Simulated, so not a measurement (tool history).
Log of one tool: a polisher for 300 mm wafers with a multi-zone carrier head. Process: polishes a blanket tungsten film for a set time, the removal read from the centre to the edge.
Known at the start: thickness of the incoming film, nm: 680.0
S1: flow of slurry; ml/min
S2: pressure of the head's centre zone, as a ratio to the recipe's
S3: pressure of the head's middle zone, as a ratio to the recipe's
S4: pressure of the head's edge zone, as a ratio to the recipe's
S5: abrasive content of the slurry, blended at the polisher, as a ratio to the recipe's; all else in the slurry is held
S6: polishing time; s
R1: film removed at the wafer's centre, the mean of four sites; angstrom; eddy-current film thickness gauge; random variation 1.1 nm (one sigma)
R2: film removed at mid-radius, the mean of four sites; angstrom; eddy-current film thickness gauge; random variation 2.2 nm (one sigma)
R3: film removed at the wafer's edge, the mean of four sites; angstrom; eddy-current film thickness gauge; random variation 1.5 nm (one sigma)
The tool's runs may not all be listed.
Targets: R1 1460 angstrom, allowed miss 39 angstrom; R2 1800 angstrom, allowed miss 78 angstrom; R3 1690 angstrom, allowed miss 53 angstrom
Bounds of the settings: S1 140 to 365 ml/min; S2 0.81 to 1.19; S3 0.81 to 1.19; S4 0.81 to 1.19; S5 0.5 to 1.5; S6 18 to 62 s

run 1 hour=0 | S1=235 S2=1 S3=1 S4=1 S5=1 S6=40 | R1=1252.8 R2=1228.7 R3=1236
run 2 hour=3.9 | S1=235 S2=1 S3=1 S4=1 S5=1 S6=45 | R1=1412.4 R2=1396.7 R3=1374.2
run 3 hour=5.7 | S1=240 S2=0.99 S3=1.02 S4=1.02 S5=1.05 S6=45 | R1=1401.5 R2=1404.1 R3=1410
run 4 hour=7.1 | S1=240 S2=1.05 S3=1.02 S4=1.02 S5=1.05 S6=45 | R1=1478.3 R2=1390.4 R3=1405.4
run 5 hour=9.6 | S1=245 S2=1.03 S3=1.04 S4=1.03 S5=1.1 S6=45 | R1=1458 R2=1456.4 R3=1436.9
run 6 hour=13.6 | S1=290 S2=1.03 S3=1.04 S4=1.03 S5=1.1 S6=45 | R1=1516.8 R2=1451.9 R3=1469.4
run 7 hour=17.2 | S1=290 S2=1.02 S3=1.05 S4=1.04 S5=1.15 S6=45 | R1=1512.6 R2=1497.4 R3=1464.3
run 8 hour=24.2 | S1=285 S2=1.01 S3=1.06 S4=1.05 S5=1.2 S6=45 | R1=1520.3 R2=1505 R3=1492.2

4 next moves are on the table. One of them brings every result within its allowed miss. Which?
run A hour=31.2 | S1=245 S2=0.9 S3=1.19 S4=1.02 S5=1.05 S6=50 | R1=? R2=? R3=?
run B hour=31.2 | S1=270 S2=0.98 S3=1.19 S4=1.01 S5=1 S6=50 | R1=? R2=? R3=?
run C hour=31.2 | S1=235 S2=0.89 S3=1.19 S4=0.98 S5=1.2 S6=49 | R1=? R2=? R3=?
run D hour=31.2 | S1=300 S2=0.82 S3=1.11 S4=1.06 S5=1.25 S6=50 | R1=? R2=? R3=?

move=A R1=1488.6 R2=1783.9 R3=1593.4
move=B R1=1583.3 R2=1785.1 R3=1582.7
move=C R1=1482.2 R2=1791.3 R3=1571.3
move=D R1=1489.3 R2=1787.6 R3=1719.3
A: brings the result that was furthest off to its target, and leaves another outside
B: brings the result that was furthest off to its target, and leaves another outside
C: brings the result that was furthest off to its target, and leaves another outside
D: meets every target
Move D is the one to make.
